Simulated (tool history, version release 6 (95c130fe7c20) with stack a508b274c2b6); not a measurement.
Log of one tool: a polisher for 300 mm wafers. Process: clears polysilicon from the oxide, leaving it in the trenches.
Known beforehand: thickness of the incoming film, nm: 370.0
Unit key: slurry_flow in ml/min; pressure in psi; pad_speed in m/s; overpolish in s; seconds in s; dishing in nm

| run | hour | slurry_flow | pressure | pad_speed | overpolish | seconds | dishing |
|---|---|---|---|---|---|---|---|
| 1 | 0.0 | 290 | 2.4 | 0.96 | 15 | 27.349 | 39.708 |
| 2 | 5.7 | 290 | 2.4 | 0.96 | 18 | 26.608 | 42.276 |
| 3 | 9.7 | 290 | 2.9 | 0.96 | 18 | 22.606 | 40.896 |
| 4 | 13.5 | 290 | 2.5 | 0.94 | 16 | 26.647 | 42.016 |
| 5 | 16.4 | 280 | 2.2 | 0.94 | 12 | 29.449 | 37.369 |
| 6 | 17.3 | 280 | 2.0 | 0.94 | 13 | 32.771 | 38.140 |
| 7 | 26.2 | 280 | 1.9 | 0.94 | 14 | 34.226 | 38.381 |
| 8 | 30.6 | 280 | 1.8 | 0.94 | 15 | 35.870 | 39.318 |

Forecast run 9:
| 9 | 35.7 | 280 | 1.7 | 0.94 | 15 | ? | ? |

Run 9 yielded seconds 37.848 s, dishing 38.681 nm.
